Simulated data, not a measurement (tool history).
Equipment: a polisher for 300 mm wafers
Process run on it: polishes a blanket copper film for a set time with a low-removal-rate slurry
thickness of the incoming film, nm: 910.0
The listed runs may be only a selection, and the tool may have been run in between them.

run,day,flow of slurry (ml/min),pressure of the wafer on the pad (kPa),speed of the pad under the wafer (m/s),abrasive content of the slurry,polishing time (s),film removed (nm)
1,0.000,215,17.2,1.14,1.00,102,287.54
2,0.329,215,17.2,1.30,1.00,102,325.33
3,0.400,225,19.3,1.30,1.00,102,350.95
4,0.767,225,19.3,1.30,0.90,102,347.01
5,0.846,225,21.4,1.30,0.90,102,371.71
6,1.038,225,21.4,1.30,0.75,102,361.56
7,1.242,225,22.8,1.32,0.75,102,386.22
8,1.338,225,24.1,1.34,0.75,102,404.69
9,1.554,255,26.9,1.40,0.75,102,465.05

Run 10, settings as shown, results not yet in. Your forecast:
10,1.792,255,26.9,1.42,0.75,102,?

Run 10 gave film removed (nm) 465.45.

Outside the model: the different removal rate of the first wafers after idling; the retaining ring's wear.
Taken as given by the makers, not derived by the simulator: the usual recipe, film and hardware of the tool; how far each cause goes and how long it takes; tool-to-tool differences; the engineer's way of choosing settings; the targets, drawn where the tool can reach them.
